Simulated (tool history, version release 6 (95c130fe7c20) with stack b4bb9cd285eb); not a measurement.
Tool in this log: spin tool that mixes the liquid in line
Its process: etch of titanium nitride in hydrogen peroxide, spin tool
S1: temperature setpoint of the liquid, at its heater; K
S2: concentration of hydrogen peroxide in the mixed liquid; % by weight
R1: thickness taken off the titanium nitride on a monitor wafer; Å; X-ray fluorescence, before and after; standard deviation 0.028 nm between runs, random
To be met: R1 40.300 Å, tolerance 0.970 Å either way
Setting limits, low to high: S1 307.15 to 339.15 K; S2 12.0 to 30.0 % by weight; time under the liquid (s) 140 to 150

{"run": 1, "hour": 0.0, "S1": 323.15, "S2": 20.5, "time under the liquid (s)": 140, "R1": 78.453}
{"run": 2, "hour": 2.0, "S1": 320.65, "S2": 20.5, "time under the liquid (s)": 140, "R1": 66.382}
{"run": 3, "hour": 6.5, "S1": 318.65, "S2": 20.5, "time under the liquid (s)": 140, "R1": 56.482}
{"run": 4, "hour": 14.5, "S1": 322.15, "S2": 20.5, "time under the liquid (s)": 140, "R1": 74.179}
{"run": 5, "hour": 22.7, "S1": 322.15, "S2": 20.5, "time under the liquid (s)": 150, "R1": 78.788}
{"run": 6, "hour": 28.1, "S1": 318.15, "S2": 20.5, "time under the liquid (s)": 150, "R1": 58.539}
{"run": 7, "hour": 32.0, "S1": 316.65, "S2": 20.5, "time under the liquid (s)": 150, "R1": 51.792}
{"run": 8, "hour": 39.9, "S1": 315.65, "S2": 20.5, "time under the liquid (s)": 150, "R1": 48.276}
{"run": 9, "hour": 43.8, "S1": 315.15, "S2": 20.5, "time under the liquid (s)": 150, "R1": 46.869}
{"run": 10, "hour": 46.2, "S1": 314.65, "S2": 20.5, "time under the liquid (s)": 150, "R1": 45.032}
{"run": 11, "hour": 50.0, "S1": 312.65, "S2": 20.5, "time under the liquid (s)": 150, "R1": 38.506}

Exactly one of the 4 candidate moves below puts every result within its allowed miss. Which one?
{"run": "A", "hour": 53.8, "S1": 312.65, "S2": 24.0, "time under the liquid (s)": 140, "R1": "?"}
{"run": "B", "hour": 53.8, "S1": 313.15, "S2": 20.5, "time under the liquid (s)": 150, "R1": "?"}
{"run": "C", "hour": 53.8, "S1": 312.15, "S2": 23.0, "time under the liquid (s)": 150, "R1": "?"}
{"run": "D", "hour": 53.8, "S1": 313.15, "S2": 22.0, "time under the liquid (s)": 140, "R1": "?"}

move=A R1=37.457
move=B R1=40.313
move=C R1=38.256
move=D R1=38.201
A: further off than the last run
B: hits every target within its allowed miss
C: further off than the last run
D: further off than the last run
B meets every target.
